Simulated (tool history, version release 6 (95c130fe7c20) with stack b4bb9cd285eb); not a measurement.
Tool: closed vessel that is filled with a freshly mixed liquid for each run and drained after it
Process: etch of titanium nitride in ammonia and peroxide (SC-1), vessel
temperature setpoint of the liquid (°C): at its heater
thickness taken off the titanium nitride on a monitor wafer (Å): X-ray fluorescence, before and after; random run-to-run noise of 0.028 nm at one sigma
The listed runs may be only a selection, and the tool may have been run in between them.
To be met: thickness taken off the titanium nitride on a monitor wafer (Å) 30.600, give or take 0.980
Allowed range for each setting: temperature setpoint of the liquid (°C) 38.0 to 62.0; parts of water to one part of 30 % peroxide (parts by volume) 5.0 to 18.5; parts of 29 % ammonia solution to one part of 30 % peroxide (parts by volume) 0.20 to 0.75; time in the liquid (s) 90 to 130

run  hour  temperature setpoint of the liquid (°C)  parts of water to one part of 30 % peroxide (parts by volume)  parts of 29 % ammonia solution to one part of 30 % peroxide (parts by volume)  time in the liquid (s)  thickness taken off the titanium nitride on a monitor wafer (Å)
  1   0.0                                     46.0                                                           10.5                                                                           0.45                     130                                                           75.911
  2   3.1                                     46.0                                                           10.5                                                                           0.45                     130                                                           75.960
  3   9.7                                     46.0                                                           10.5                                                                           0.45                     130                                                           77.407
  4  17.4                                     44.5                                                           12.0                                                                           0.45                     130                                                           63.719
  5  25.3                                     43.0                                                           13.0                                                                           0.45                     130                                                           54.001
  6  33.4                                     47.5                                                           13.0                                                                           0.45                     130                                                           75.736
  7  41.8                                     45.5                                                           14.0                                                                           0.45                     130                                                           63.504
     47.3  -- new drum of ammonia solution connected
  8  47.3                                     44.0                                                           15.0                                                                           0.45                     130                                                           54.687
  9  48.7                                     42.5                                                           15.5                                                                           0.45                     130                                                           48.703

Below are 5 possible settings for the next run. Only one of them brings all results inside the allowed miss of their targets. Which is it?
  A  50.1                                     40.0                                                           16.5                                                                           0.60                      90                                                                ?
  B  50.1                                     40.5                                                           14.5                                                                           0.50                      90                                                                ?
  C  50.1                                     41.0                                                           16.5                                                                           0.40                      90                                                                ?
  D  50.1                                     40.0                                                           15.0                                                                           0.50                      90                                                                ?
  E  50.1                                     40.5                                                           15.5                                                                           0.45                      90                                                                ?

move  thickness taken off the titanium nitride on a monitor wafer (Å)
   A                                                           28.111
   B                                                           30.287
   C                                                           28.098
   D                                                           28.652
   E                                                           28.647
A: takes the result that was furthest off past its target
B: in spec on every target
C: takes the result that was furthest off past its target
D: takes the result that was furthest off past its target
E: takes the result that was furthest off past its target
Answer: B
